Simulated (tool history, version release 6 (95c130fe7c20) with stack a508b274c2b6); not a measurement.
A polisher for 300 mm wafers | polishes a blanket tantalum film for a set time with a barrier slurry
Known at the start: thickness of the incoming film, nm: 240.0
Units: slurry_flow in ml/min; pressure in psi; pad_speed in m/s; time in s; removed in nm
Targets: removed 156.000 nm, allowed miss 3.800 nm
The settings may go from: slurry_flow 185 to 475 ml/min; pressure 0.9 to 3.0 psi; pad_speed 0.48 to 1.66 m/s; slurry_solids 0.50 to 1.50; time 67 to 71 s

| run | hour | slurry_flow | pressure | pad_speed | slurry_solids | time | removed |
|---|---|---|---|---|---|---|---|
| 1 | 0.0 | 305 | 1.9 | 1.06 | 1.00 | 67 | 120.950 |
| 2 | 3.1 | 305 | 1.6 | 1.06 | 1.00 | 67 | 106.910 |
| 3 | 3.6 | 305 | 1.6 | 0.94 | 1.00 | 67 | 96.524 |
| 4 | 8.7 | 375 | 1.6 | 0.94 | 1.00 | 67 | 98.190 |
| 5 | 13.7 | 405 | 1.6 | 0.94 | 1.00 | 67 | 98.237 |
| 6 | 15.8 | 405 | 1.6 | 1.14 | 1.00 | 67 | 118.460 |
| 7 | 22.7 | 405 | 1.8 | 1.14 | 1.00 | 67 | 127.300 |
| 8 | 28.7 | 410 | 2.3 | 1.14 | 1.00 | 67 | 147.950 |

Which of these 4 next moves meets every target?
| A | 34.7 | 400 | 2.6 | 1.04 | 1.00 | 71 | ? |
| B | 34.7 | 405 | 2.4 | 1.06 | 0.90 | 71 | ? |
| C | 34.7 | 395 | 2.0 | 1.18 | 1.10 | 67 | ? |
| D | 34.7 | 395 | 1.9 | 1.14 | 1.05 | 71 | ? |

| move | removed |
|---|---|
| A | 154.790 |
| B | 145.650 |
| C | 142.670 |
| D | 140.140 |
A: meets every target
B: further off than the last run
C: further off than the last run
D: further off than the last run
The right move is A.
